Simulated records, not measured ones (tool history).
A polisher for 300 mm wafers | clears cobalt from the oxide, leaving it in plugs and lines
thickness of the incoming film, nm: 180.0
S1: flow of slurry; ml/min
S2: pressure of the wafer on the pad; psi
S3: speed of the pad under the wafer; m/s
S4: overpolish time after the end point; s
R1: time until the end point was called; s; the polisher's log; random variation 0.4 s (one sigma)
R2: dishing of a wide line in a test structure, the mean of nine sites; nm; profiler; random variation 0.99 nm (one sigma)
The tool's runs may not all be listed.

run,day,S1,S2,S3,S4,R1,R2
1,0.000,170,1.9,1.00,25,33.611,50.245
2,0.142,170,2.0,1.00,24,31.960,48.611
3,0.492,170,2.0,1.00,15,31.677,41.732
4,0.621,170,1.6,1.00,15,39.545,37.832
5,0.717,170,1.7,1.00,16,36.908,40.951
6,0.825,170,1.8,1.00,17,34.553,42.231
7,1.058,170,1.9,1.00,18,32.904,44.072
8,1.412,170,2.0,1.00,18,31.814,45.837
9,1.529,170,2.1,1.00,18,30.229,46.174

The next listed run, before its measurement:
10,1.788,170,2.2,1.00,19,?,?

Run 10 gave R1 28.550 s, R2 48.944 nm.
